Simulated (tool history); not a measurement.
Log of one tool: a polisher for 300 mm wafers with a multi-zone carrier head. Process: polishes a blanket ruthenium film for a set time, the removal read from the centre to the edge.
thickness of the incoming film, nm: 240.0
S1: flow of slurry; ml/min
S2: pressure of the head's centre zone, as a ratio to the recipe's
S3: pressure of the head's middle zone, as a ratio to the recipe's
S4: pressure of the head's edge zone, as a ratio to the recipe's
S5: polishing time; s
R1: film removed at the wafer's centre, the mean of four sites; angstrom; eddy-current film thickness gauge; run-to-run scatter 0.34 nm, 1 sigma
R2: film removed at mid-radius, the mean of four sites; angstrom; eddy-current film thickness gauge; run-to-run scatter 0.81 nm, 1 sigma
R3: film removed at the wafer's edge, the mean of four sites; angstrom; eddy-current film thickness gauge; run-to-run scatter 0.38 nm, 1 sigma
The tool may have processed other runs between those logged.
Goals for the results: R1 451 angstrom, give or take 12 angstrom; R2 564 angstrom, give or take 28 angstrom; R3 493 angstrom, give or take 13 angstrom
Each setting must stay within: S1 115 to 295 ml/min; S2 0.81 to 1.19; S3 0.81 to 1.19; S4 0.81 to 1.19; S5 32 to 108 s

run  hour   S1    S2    S3    S4  S5      R1      R2      R3
  1     0  190     1     1     1  70  652.62  659.92  650.98
  2   6.8  190     1     1     1  79  741.82  747.68  741.71
  3   7.6  190     1     1  1.04  79  735.18  728.85  754.11
  4  12.8  190     1     1  1.08  79  740.02  741.57  761.91
  5  17.7  190     1  1.04  1.08  79  737.43  776.88  761.81
  6  20.2  185  0.98  1.04  1.06  76  697.21  750.92  722.52
  7  27.9  180  0.96  1.04  1.04  73   644.1  725.56  695.14
  8  30.8  180  0.95  1.04  1.03  70  618.68  691.15  666.13
  9  37.9  180  0.94  1.05  1.02  67   588.1  652.26  621.53
 10    42  180  0.93  1.06     1  65  561.89  629.63   612.7
 11  46.1  190  0.96  1.16     1  46  415.29  489.42  432.56
 12  46.8  195  0.96  1.16  1.01  47  423.53  507.18   443.5
 13  47.7  200  0.96  1.16  1.02  48  438.53  513.49  448.17
 14  52.6  215  0.89  1.19   1.1  53  447.51  591.49  530.96
 15  60.3  215   0.9  1.19  1.09  53  454.34  585.65   519.7
 16  64.4  215   0.9  1.19  1.08  53  452.62  590.78  510.69

Of the 4 settings listed for the next run, only one would bring every result within its allowed miss of target. Which one?
  A  68.5  210  0.92  1.17  1.04  52   ?   ?   ?
  B  68.5  170  0.88  1.13  1.13  55   ?   ?   ?
  C  68.5  165  0.92   1.1  1.16  54   ?   ?   ?
  D  68.5  210  0.91  1.12  1.06  54   ?   ?   ?

move      R1      R2      R3
   A  453.99  556.31  495.87
   B   448.4  559.23  538.72
   C  458.76  534.76  535.14
   D  466.12  556.39  520.17
A: each result inside its tolerance
B: misses by more than the last run did
C: misses by more than the last run did
D: misses by more than the last run did
Answer: A
